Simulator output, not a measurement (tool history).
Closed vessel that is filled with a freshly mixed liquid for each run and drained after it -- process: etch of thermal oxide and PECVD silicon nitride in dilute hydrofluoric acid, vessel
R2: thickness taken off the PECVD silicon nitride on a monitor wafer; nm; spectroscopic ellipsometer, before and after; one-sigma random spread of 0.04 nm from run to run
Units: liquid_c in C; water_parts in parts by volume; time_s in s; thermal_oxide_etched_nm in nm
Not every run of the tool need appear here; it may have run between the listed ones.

Run 1, day 0.000: liquid_c 20.0 C, water_parts 75 parts by volume, time_s 135 s. Result: thermal_oxide_etched_nm 8.0844 nm, R2 4.7115 nm.
Run 2, day 0.146: liquid_c 18.0 C, water_parts 75 parts by volume, time_s 135 s. Result: thermal_oxide_etched_nm 7.3969 nm, R2 4.0889 nm.
Run 3, day 0.271: liquid_c 21.0 C, water_parts 75 parts by volume, time_s 135 s. Result: thermal_oxide_etched_nm 8.3046 nm, R2 5.0410 nm.
Run 4, day 0.542: liquid_c 21.0 C, water_parts 75 parts by volume, time_s 95 s. Result: thermal_oxide_etched_nm 5.8382 nm, R2 3.5902 nm.
Run 5, day 0.633: liquid_c 21.0 C, water_parts 75 parts by volume, time_s 130 s. Result: thermal_oxide_etched_nm 7.9190 nm, R2 4.8207 nm.
Run 6, day 0.658: liquid_c 21.0 C, water_parts 75 parts by volume, time_s 175 s. Result: thermal_oxide_etched_nm 10.9080 nm, R2 6.5477 nm.
Run 7, day 1.021: liquid_c 22.0 C, water_parts 70 parts by volume, time_s 175 s. Result: thermal_oxide_etched_nm 12.0420 nm, R2 7.4534 nm.
Run 8, day 1.125: liquid_c 23.0 C, water_parts 70 parts by volume, time_s 175 s. Result: thermal_oxide_etched_nm 12.5820 nm, R2 7.9733 nm.

Run 9, settings as shown, results not yet in. Your forecast:
Run 9, day 1.388: liquid_c 23.5 C, water_parts 70 parts by volume, time_s 175 s. Result: thermal_oxide_etched_nm ?, R2 ?.

{"run 9": {"thermal_oxide_etched_nm": 12.928, "R2": 8.3047}}
